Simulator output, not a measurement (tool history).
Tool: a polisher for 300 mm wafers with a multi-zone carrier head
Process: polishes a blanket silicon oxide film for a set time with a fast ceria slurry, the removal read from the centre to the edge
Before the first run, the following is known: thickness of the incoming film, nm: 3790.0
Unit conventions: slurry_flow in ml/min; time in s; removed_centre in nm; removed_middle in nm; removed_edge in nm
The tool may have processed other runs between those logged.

run,hour,slurry_flow,centre_zone,middle_zone,edge_zone,time,removed_centre,removed_middle,removed_edge
1,0.0,200,1.00,1.00,1.00,47,515.51,528.39,524.55
2,7.1,185,1.00,0.95,0.95,39,424.66,418.57,427.49
3,10.6,185,0.92,0.95,0.95,39,394.66,413.56,414.73
4,18.2,185,0.92,0.95,1.02,39,386.37,418.70,435.40
5,23.7,185,0.92,0.92,1.02,39,396.96,401.07,437.02
6,31.6,160,0.92,0.92,1.02,39,382.85,397.23,434.41

Estimate the outcome of run 7 from the log above:
7,39.9,170,0.92,0.89,0.96,34,?,?,?

removed_centre: 334.63 nm
removed_middle: 339.69 nm
removed_edge: 367.70 nm
